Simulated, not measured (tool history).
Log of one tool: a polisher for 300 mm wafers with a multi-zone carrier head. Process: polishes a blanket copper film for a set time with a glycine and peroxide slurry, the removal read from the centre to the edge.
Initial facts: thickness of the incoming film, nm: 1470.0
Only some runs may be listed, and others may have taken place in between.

run    day  flow of slurry (ml/min)  pressure of the head's centre zone  pressure of the head's middle zone  pressure of the head's edge zone  polishing time (s)  film removed at the wafer's centre (angstrom)  film removed at mid-radius (angstrom)  film removed at the wafer's edge (angstrom)
  1      0                      200                                   1                                   1                                 1                  37                                           1852                                 1670.4                                       1700.7
  2  0.038                      200                                   1                                   1                                 1                  29                                         1441.6                                 1309.1                                       1345.4
  3  0.088                      200                                   1                                   1                                 1                  36                                         1802.1                                 1674.3                                       1663.7
  4  0.271                      200                                0.96                                   1                                 1                  36                                         1709.9                                 1635.1                                       1624.4
  5    0.5                      200                                0.96                                0.92                                 1                  36                                         1728.8                                 1513.7                                       1680.3
  6  0.596                      200                                0.96                                   1                                 1                  36                                         1715.2                                   1643                                         1675
  7  0.738                      185                                0.94                                   1                              0.99                  36                                         1690.6                                 1630.7                                       1629.5
  8  0.912                      185                                0.91                                0.99                              0.99                  36                                         1638.2                                 1618.1                                       1641.3

Expected results for the next run?
  9  1.217                      180                                0.89                                0.98                              0.99                  36                                              ?                                      ?                                            ?

Run 9 yielded film removed at the wafer's centre (angstrom) 1578, film removed at mid-radius (angstrom) 1610.6, film removed at the wafer's edge (angstrom) 1619.9.
